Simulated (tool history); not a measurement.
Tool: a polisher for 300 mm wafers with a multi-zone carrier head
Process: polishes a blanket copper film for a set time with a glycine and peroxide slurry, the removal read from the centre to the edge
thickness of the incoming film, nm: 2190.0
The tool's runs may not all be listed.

run,hour,flow of slurry (ml/min),pressure of the head's centre zone,pressure of the head's middle zone,pressure of the head's edge zone,polishing time (s),film removed at the wafer's centre (angstrom),film removed at mid-radius (angstrom),film removed at the wafer's edge (angstrom)
1,0.0,165,1.00,1.00,1.00,83,5987.4,5793.0,5903.8
2,5.9,165,1.00,1.00,1.00,72,5256.8,4978.9,5073.8
3,9.1,170,1.00,1.00,1.04,76,5511.0,5263.5,5596.4
4,11.3,205,1.00,1.00,1.04,76,5734.8,5407.2,5642.6
5,15.3,205,1.01,1.02,1.07,79,5959.2,5904.6,6018.7
6,16.1,205,1.01,1.02,1.07,62,4707.3,4718.2,4644.8
7,17.7,200,1.02,1.02,1.09,68,5215.2,4943.1,5154.9
8,20.1,195,1.02,1.03,1.11,73,5508.4,5329.1,5454.7

The next listed run, before its measurement:
9,28.0,205,1.01,1.03,1.12,77,?,?,?

film removed at the wafer's centre (angstrom): 5863.9
film removed at mid-radius (angstrom): 5634.6
film removed at the wafer's edge (angstrom): 5705.7

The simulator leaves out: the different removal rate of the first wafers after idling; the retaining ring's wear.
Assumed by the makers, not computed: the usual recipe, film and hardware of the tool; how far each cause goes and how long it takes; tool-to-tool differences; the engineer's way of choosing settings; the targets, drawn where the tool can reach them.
